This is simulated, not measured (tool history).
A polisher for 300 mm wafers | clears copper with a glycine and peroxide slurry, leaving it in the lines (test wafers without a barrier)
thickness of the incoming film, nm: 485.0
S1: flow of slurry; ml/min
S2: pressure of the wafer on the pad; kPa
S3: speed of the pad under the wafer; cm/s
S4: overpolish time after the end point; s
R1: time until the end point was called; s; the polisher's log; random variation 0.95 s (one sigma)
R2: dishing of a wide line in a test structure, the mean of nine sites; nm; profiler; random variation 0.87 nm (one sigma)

run 1 hour=0.0 | S1=300 S2=16.5 S3=102 S4=14 | R1=96.867 R2=42.156
run 2 hour=6.6 | S1=300 S2=16.5 S3=102 S4=17 | R1=98.483 R2=50.119
run 3 hour=14.7 | S1=300 S2=17.9 S3=102 S4=18 | R1=91.639 R2=54.362
run 4 hour=20.3 | S1=300 S2=17.9 S3=102 S4=20 | R1=93.529 R2=59.621
run 5 hour=24.6 | S1=300 S2=19.3 S3=102 S4=20 | R1=88.120 R2=62.371
run 6 hour=29.5 | S1=300 S2=19.3 S3=102 S4=15 | R1=86.339 R2=49.727
run 7 hour=33.7 | S1=300 S2=20.0 S3=104 S4=16 | R1=83.489 R2=53.891

Run 8 comes next. What will it give?
run 8 hour=40.7 | S1=300 S2=20.7 S3=106 S4=17 | R1=? R2=?

Run 8 gave R1 80.710 s, R2 58.050 nm.
